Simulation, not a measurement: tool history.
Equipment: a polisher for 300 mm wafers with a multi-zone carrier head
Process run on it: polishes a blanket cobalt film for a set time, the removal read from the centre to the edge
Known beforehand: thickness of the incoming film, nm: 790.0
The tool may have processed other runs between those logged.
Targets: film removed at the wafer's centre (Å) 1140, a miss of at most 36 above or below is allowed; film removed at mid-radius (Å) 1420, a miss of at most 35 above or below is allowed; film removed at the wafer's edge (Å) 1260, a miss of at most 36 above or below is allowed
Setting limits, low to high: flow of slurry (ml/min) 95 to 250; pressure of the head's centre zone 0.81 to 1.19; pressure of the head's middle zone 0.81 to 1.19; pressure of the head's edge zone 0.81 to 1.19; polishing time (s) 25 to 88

run	day	flow of slurry (ml/min)	pressure of the head's centre zone	pressure of the head's middle zone	pressure of the head's edge zone	polishing time (s)	film removed at the wafer's centre (Å)	film removed at mid-radius (Å)	film removed at the wafer's edge (Å)
1	0	160	1	1	1	56	1957.2	1900.7	1897.1
2	0.325	160	1	0.95	1	56	1931.7	1812.7	1906.1
3	0.492	155	0.96	0.97	0.97	53	1779.5	1741.1	1772.4
4	0.829	155	0.96	1	0.97	53	1770.4	1781.8	1797.9
5	0.862	130	0.96	1	0.97	53	1682.5	1737.1	1728.9
6	1.021	125	0.94	1.02	0.95	50	1528.9	1638.7	1618.2
7	1.133	135	0.87	1.12	0.85	37	1088.8	1329	1153.3
8	1.238	140	0.87	1.12	0.87	37	1090.5	1348.6	1165.5
9	1.279	140	0.87	1.12	0.87	37	1096.2	1348.1	1170.1
10	1.583	180	0.86	1.13	0.95	38	1169.6	1488.2	1297.8
11	1.654	175	0.86	1.13	0.95	38	1158.6	1466	1282.3
12	1.942	170	0.86	1.13	0.95	38	1147.2	1463.5	1263.7

Which of these 5 next moves meets every target?
A	2.229	190	0.85	1.11	0.95	37	?	?	?
B	2.229	150	0.86	1.11	0.99	40	?	?	?
C	2.229	165	0.81	1.12	1	40	?	?	?
D	2.229	160	0.82	1.11	1	40	?	?	?
E	2.229	180	0.87	1.12	0.93	40	?	?	?

move	film removed at the wafer's centre (Å)	film removed at mid-radius (Å)	film removed at the wafer's edge (Å)
A	1126.6	1427.1	1278.8
B	1173.2	1476.8	1365.8
C	1128.5	1517.2	1391.3
D	1134.9	1496.6	1385.5
E	1234.5	1540.8	1359.6
A: all results land within tolerance of their targets
B: misses by more than the last run did
C: misses by more than the last run did
D: misses by more than the last run did
E: misses by more than the last run did
Correct choice: A, which meets every target
